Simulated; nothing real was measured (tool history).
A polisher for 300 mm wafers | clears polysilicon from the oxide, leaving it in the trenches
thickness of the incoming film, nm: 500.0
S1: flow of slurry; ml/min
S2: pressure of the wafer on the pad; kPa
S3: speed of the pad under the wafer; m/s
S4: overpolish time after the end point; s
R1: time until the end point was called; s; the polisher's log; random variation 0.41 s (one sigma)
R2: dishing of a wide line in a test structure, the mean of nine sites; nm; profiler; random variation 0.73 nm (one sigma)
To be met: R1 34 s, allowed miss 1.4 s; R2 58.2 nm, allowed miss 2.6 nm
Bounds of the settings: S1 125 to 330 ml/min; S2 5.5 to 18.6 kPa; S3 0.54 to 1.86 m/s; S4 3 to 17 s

Run 1, hour 0: S1 210 ml/min, S2 11.7 kPa, S3 1.18 m/s, S4 9 s. Result: R1 42.282 s, R2 50.003 nm.
Run 2, hour 8.3: S1 210 ml/min, S2 9 kPa, S3 1.18 m/s, S4 9 s. Result: R1 55.079 s, R2 44.421 nm.
Run 3, hour 15.8: S1 210 ml/min, S2 10.3 kPa, S3 1.18 m/s, S4 9 s. Result: R1 48.054 s, R2 48.751 nm.
Run 4, hour 19.7: S1 210 ml/min, S2 8.3 kPa, S3 1.18 m/s, S4 9 s. Result: R1 59.714 s, R2 43.45 nm.
Run 5, hour 28.6: S1 210 ml/min, S2 8.3 kPa, S3 0.9 m/s, S4 9 s. Result: R1 78.619 s, R2 36.149 nm.
Run 6, hour 32.5: S1 210 ml/min, S2 9.7 kPa, S3 0.9 m/s, S4 9 s. Result: R1 66.777 s, R2 39.98 nm.
Run 7, hour 39.8: S1 210 ml/min, S2 11 kPa, S3 0.9 m/s, S4 9 s. Result: R1 58.398 s, R2 43.408 nm.
Run 8, hour 44.2: S1 210 ml/min, S2 12.4 kPa, S3 0.9 m/s, S4 9 s. Result: R1 52.58 s, R2 45.508 nm.
Run 9, hour 49.8: S1 215 ml/min, S2 15.9 kPa, S3 0.94 m/s, S4 10 s. Result: R1 38.124 s, R2 54.655 nm.
Run 10, hour 53.8: S1 215 ml/min, S2 16.5 kPa, S3 0.94 m/s, S4 10 s. Result: R1 36.964 s, R2 55.252 nm.
Run 11, hour 59.8: S1 215 ml/min, S2 17.2 kPa, S3 0.94 m/s, S4 10 s. Result: R1 35.958 s, R2 56.433 nm.

Which of these 4 next moves meets every target?
Run A, hour 65.8: S1 210 ml/min, S2 16.5 kPa, S3 0.94 m/s, S4 10 s. Result: R1 ?, R2 ?.
Run B, hour 65.8: S1 225 ml/min, S2 15.9 kPa, S3 0.96 m/s, S4 9 s. Result: R1 ?, R2 ?.
Run C, hour 65.8: S1 235 ml/min, S2 17.9 kPa, S3 0.96 m/s, S4 10 s. Result: R1 ?, R2 ?.
Run D, hour 65.8: S1 205 ml/min, S2 16.5 kPa, S3 0.96 m/s, S4 8 s. Result: R1 ?, R2 ?.

move      R1      R2
   A  37.898  56.369
   B   38.39  53.674
   C  33.877  58.739
   D  37.252  51.573
A: further off than the last run
B: further off than the last run
C: meets every target
D: further off than the last run
Move C is the one to make.
